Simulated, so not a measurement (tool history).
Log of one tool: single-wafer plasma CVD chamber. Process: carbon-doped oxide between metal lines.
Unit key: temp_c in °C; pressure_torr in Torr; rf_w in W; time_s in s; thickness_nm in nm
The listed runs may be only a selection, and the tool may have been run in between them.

Run 1, hour 0: temp_c 330 °C, pressure_torr 4.2 Torr, rf_w 510 W, time_s 10.9 s. Result: thickness_nm 57.552 nm.
Run 2, hour 0.8: temp_c 336 °C, pressure_torr 3.92 Torr, rf_w 460 W, time_s 10.7 s. Result: thickness_nm 50.59 nm.
Run 3, hour 1.6: temp_c 336 °C, pressure_torr 3.92 Torr, rf_w 460 W, time_s 10.4 s. Result: thickness_nm 49.317 nm.
Run 4, hour 10.2: temp_c 336 °C, pressure_torr 3.92 Torr, rf_w 460 W, time_s 10.4 s. Result: thickness_nm 49.321 nm.
Run 5, hour 17.4: temp_c 336 °C, pressure_torr 3.92 Torr, rf_w 400 W, time_s 10.4 s. Result: thickness_nm 43.229 nm.
Run 6, hour 24: temp_c 336 °C, pressure_torr 3.92 Torr, rf_w 400 W, time_s 10.9 s. Result: thickness_nm 45.547 nm.
Run 7, hour 27.4: temp_c 337 °C, pressure_torr 3.82 Torr, rf_w 390 W, time_s 10.9 s. Result: thickness_nm 44.139 nm.
Run 8, hour 34.1: temp_c 338 °C, pressure_torr 3.71 Torr, rf_w 385 W, time_s 10.9 s. Result: thickness_nm 43.023 nm.
Run 9, hour 41.3: temp_c 340 °C, pressure_torr 3.61 Torr, rf_w 385 W, time_s 10.9 s. Result: thickness_nm 42.807 nm.
Run 10, hour 44.4: temp_c 341 °C, pressure_torr 3.52 Torr, rf_w 385 W, time_s 10.9 s. Result: thickness_nm 42.236 nm.

Expected results for the next run?
Run 11, hour 47.7: temp_c 342 °C, pressure_torr 3.46 Torr, rf_w 385 W, time_s 10.9 s. Result: thickness_nm ?.

thickness_nm: 41.96 nm
